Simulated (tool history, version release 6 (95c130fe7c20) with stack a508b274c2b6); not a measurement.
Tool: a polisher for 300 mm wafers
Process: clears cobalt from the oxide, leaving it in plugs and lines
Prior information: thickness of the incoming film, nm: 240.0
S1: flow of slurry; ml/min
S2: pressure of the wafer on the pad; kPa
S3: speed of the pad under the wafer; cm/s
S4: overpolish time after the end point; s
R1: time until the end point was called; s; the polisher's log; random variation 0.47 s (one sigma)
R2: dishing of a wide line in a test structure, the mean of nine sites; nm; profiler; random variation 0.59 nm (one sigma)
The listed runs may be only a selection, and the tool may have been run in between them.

| run | day | S1 | S2 | S3 | S4 | R1 | R2 |
|---|---|---|---|---|---|---|---|
| 1 | 0.000 | 180 | 9.0 | 122 | 24 | 59.838 | 40.689 |
| 2 | 0.192 | 210 | 9.0 | 122 | 24 | 57.596 | 41.972 |
| 3 | 0.400 | 210 | 9.0 | 122 | 31 | 57.199 | 44.247 |
| 4 | 0.504 | 205 | 9.0 | 122 | 29 | 58.134 | 45.333 |
| 5 | 0.654 | 205 | 9.0 | 140 | 29 | 50.436 | 46.635 |
| 6 | 0.867 | 205 | 7.6 | 140 | 29 | 55.370 | 44.993 |
| 7 | 1.208 | 200 | 7.6 | 140 | 27 | 55.924 | 44.481 |
| 8 | 1.267 | 200 | 7.6 | 138 | 25 | 57.497 | 43.315 |
| 9 | 1.508 | 190 | 8.3 | 136 | 23 | 54.340 | 40.302 |
| 10 | 1.733 | 185 | 8.3 | 136 | 22 | 54.757 | 41.099 |
| 11 | 1.992 | 175 | 8.3 | 136 | 20 | 54.849 | 41.038 |
| 12 | 2.262 | 185 | 8.3 | 134 | 19 | 56.495 | 38.309 |
| 13 | 2.383 | 190 | 8.3 | 134 | 18 | 56.575 | 36.798 |

Estimate the outcome of run 14 from the log above:
| 14 | 2.729 | 190 | 8.3 | 134 | 17 | ? | ? |

{"run 14": {"R1": 56.19, "R2": 35.577}}

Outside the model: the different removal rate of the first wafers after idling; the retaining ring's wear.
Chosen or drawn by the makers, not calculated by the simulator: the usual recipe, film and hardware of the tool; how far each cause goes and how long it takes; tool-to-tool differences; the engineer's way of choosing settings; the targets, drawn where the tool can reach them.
